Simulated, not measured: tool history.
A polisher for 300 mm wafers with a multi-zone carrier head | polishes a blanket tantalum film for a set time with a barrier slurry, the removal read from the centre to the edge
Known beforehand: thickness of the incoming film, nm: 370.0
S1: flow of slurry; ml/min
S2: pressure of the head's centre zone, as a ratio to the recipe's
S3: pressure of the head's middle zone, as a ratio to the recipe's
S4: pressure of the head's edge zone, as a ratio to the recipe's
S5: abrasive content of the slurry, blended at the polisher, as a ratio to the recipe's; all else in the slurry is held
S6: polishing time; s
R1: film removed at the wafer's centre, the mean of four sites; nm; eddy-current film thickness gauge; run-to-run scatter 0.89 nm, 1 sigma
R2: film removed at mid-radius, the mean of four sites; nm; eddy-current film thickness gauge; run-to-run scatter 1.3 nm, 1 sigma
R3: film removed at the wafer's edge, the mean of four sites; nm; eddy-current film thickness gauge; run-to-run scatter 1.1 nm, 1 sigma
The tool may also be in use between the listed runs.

run 1 hour=0.0 | S1=175 S2=1.00 S3=1.00 S4=1.00 S5=1.00 S6=31 | R1=62.956 R2=67.426 R3=64.175
run 2 hour=1.2 | S1=175 S2=1.00 S3=1.00 S4=0.95 S5=1.00 S6=31 | R1=62.354 R2=66.198 R3=63.294
run 3 hour=5.5 | S1=175 S2=0.99 S3=1.00 S4=0.97 S5=1.10 S6=32 | R1=65.562 R2=70.613 R3=67.968
run 4 hour=13.9 | S1=175 S2=1.02 S3=1.00 S4=0.97 S5=1.10 S6=32 | R1=68.468 R2=71.093 R3=68.433
run 5 hour=16.0 | S1=175 S2=1.10 S3=1.00 S4=0.97 S5=1.10 S6=32 | R1=71.697 R2=70.708 R3=66.477
run 6 hour=21.4 | S1=180 S2=1.08 S3=1.01 S4=0.99 S5=1.20 S6=32 | R1=73.068 R2=73.121 R3=70.413

Run 7, settings as shown, results not yet in. Your forecast:
run 7 hour=29.3 | S1=185 S2=1.07 S3=1.03 S4=1.01 S5=1.25 S6=32 | R1=? R2=? R3=?

R1: 73.128 nm
R2: 74.673 nm
R3: 71.517 nm
